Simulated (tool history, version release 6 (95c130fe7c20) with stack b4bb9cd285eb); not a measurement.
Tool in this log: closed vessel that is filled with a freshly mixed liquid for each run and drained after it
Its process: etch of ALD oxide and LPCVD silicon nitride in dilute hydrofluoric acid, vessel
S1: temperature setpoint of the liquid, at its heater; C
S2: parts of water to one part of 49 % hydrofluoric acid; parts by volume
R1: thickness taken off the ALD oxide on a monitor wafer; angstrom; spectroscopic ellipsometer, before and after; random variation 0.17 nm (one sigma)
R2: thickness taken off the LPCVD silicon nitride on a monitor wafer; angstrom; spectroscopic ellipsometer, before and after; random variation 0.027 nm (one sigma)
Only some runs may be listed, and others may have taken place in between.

Run 1, hour 0: S1 20 C, S2 125 parts by volume, time in the liquid (s) 525. Result: R1 432.48 angstrom, R2 12.77 angstrom.
Run 2, hour 9: S1 20 C, S2 125 parts by volume, time in the liquid (s) 365. Result: R1 301.69 angstrom, R2 9.2353 angstrom.
Run 3, hour 17.9: S1 22.5 C, S2 125 parts by volume, time in the liquid (s) 365. Result: R1 333.83 angstrom, R2 10.343 angstrom.
Run 4, hour 26.2: S1 22.5 C, S2 105 parts by volume, time in the liquid (s) 365. Result: R1 405.18 angstrom, R2 12.785 angstrom.
Run 5, hour 27.5: S1 21.5 C, S2 110 parts by volume, time in the liquid (s) 365. Result: R1 368.74 angstrom, R2 10.578 angstrom.
Run 6, hour 34.9: S1 21.5 C, S2 80 parts by volume, time in the liquid (s) 365. Result: R1 524.58 angstrom, R2 15.111 angstrom.
Run 7, hour 36.4: S1 21 C, S2 95 parts by volume, time in the liquid (s) 365. Result: R1 426.38 angstrom, R2 12.445 angstrom.
Run 8, hour 39.7: S1 20.5 C, S2 105 parts by volume, time in the liquid (s) 370. Result: R1 376.93 angstrom, R2 10.773 angstrom.

Run 9 has not been measured yet. What should we expect?
Run 9, hour 45.5: S1 20.5 C, S2 115 parts by volume, time in the liquid (s) 375. Result: R1 ?, R2 ?.

R1: 344.64 angstrom
R2: 10.288 angstrom
